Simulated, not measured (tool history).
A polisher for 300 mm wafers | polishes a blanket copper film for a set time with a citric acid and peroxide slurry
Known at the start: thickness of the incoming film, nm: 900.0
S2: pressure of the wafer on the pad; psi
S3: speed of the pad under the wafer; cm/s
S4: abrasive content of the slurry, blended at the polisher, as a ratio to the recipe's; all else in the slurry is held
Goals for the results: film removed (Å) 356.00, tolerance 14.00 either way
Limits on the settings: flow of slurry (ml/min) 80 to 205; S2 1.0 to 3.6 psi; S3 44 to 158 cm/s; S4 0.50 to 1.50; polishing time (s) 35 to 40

{"run": 1, "day": 0.0, "flow of slurry (ml/min)": 135, "S2": 2.3, "S3": 100, "S4": 1.0, "polishing time (s)": 40, "film removed (Å)": 620.97}
{"run": 2, "day": 0.358, "flow of slurry (ml/min)": 135, "S2": 2.3, "S3": 100, "S4": 1.0, "polishing time (s)": 35, "film removed (Å)": 533.02}
{"run": 3, "day": 0.521, "flow of slurry (ml/min)": 130, "S2": 2.1, "S3": 100, "S4": 1.0, "polishing time (s)": 35, "film removed (Å)": 486.49}
{"run": 4, "day": 0.608, "flow of slurry (ml/min)": 130, "S2": 1.7, "S3": 100, "S4": 1.0, "polishing time (s)": 35, "film removed (Å)": 424.36}
{"run": 5, "day": 0.904, "flow of slurry (ml/min)": 115, "S2": 1.7, "S3": 100, "S4": 1.0, "polishing time (s)": 35, "film removed (Å)": 413.24}
{"run": 6, "day": 1.183, "flow of slurry (ml/min)": 115, "S2": 1.6, "S3": 100, "S4": 1.0, "polishing time (s)": 35, "film removed (Å)": 385.67}
{"run": 7, "day": 1.421, "flow of slurry (ml/min)": 110, "S2": 1.6, "S3": 100, "S4": 1.0, "polishing time (s)": 35, "film removed (Å)": 395.89}
{"run": 8, "day": 1.521, "flow of slurry (ml/min)": 110, "S2": 1.3, "S3": 100, "S4": 1.0, "polishing time (s)": 35, "film removed (Å)": 338.07}

Which one of the following 5 next-run settings gets every result inside its allowed miss? There is exactly one.
{"run": "A", "day": 1.621, "flow of slurry (ml/min)": 105, "S2": 1.4, "S3": 88, "S4": 0.95, "polishing time (s)": 35, "film removed (Å)": "?"}
{"run": "B", "day": 1.621, "flow of slurry (ml/min)": 105, "S2": 1.5, "S3": 102, "S4": 0.95, "polishing time (s)": 38, "film removed (Å)": "?"}
{"run": "C", "day": 1.621, "flow of slurry (ml/min)": 105, "S2": 1.2, "S3": 96, "S4": 1.0, "polishing time (s)": 37, "film removed (Å)": "?"}
{"run": "D", "day": 1.621, "flow of slurry (ml/min)": 110, "S2": 1.3, "S3": 102, "S4": 1.0, "polishing time (s)": 39, "film removed (Å)": "?"}
{"run": "E", "day": 1.621, "flow of slurry (ml/min)": 95, "S2": 1.2, "S3": 106, "S4": 0.9, "polishing time (s)": 39, "film removed (Å)": "?"}

move=A film_removed_(Å)=307.47
move=B film_removed_(Å)=404.11
move=C film_removed_(Å)=321.44
move=D film_removed_(Å)=382.19
move=E film_removed_(Å)=355.37
A: further off than the last run
B: takes the biggest miss from the last run beyond its target
C: further off than the last run
D: takes the biggest miss from the last run beyond its target
E: all results in spec
E is the move that brings every result within its allowed miss.

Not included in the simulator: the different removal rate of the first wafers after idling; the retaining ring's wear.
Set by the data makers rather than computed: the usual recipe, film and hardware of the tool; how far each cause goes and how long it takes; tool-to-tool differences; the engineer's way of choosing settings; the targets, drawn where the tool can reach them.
